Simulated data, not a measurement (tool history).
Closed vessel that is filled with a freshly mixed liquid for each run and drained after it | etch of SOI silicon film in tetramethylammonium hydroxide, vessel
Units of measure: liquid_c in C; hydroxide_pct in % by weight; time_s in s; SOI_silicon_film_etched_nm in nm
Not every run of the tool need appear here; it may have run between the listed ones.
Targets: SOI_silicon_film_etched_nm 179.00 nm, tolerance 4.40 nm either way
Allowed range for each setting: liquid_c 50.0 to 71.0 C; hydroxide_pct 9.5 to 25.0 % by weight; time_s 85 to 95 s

run,hour,liquid_c,hydroxide_pct,time_s,SOI_silicon_film_etched_nm
1,0.0,58.0,17.5,85,243.54
2,7.5,58.0,19.0,85,230.21
3,8.8,58.0,21.5,85,219.31
4,15.3,57.0,21.5,85,206.00
5,19.4,56.5,21.5,85,200.32
6,20.8,56.5,18.0,85,217.08
7,22.7,55.5,18.0,85,205.49
8,28.3,55.0,18.0,85,195.50
9,36.1,54.5,18.0,85,189.58
10,41.4,54.0,18.0,85,184.37

Next run, 5 choices. One meets every target within its allowed miss, the rest don't. Which?
A,46.7,54.0,20.5,95,?
B,46.7,54.0,19.5,90,?
C,46.7,51.5,17.0,95,?
D,46.7,53.5,19.5,85,?
E,46.7,54.0,17.5,85,?

move,SOI_silicon_film_etched_nm
A,195.91
B,190.02
C,180.16
D,173.71
E,187.81
A: the biggest miss grows against the last run
B: the biggest miss grows against the last run
C: hits every target within its allowed miss
D: takes the result that was furthest off past its target
E: the biggest miss grows against the last run
Go with C: it meets all targets.

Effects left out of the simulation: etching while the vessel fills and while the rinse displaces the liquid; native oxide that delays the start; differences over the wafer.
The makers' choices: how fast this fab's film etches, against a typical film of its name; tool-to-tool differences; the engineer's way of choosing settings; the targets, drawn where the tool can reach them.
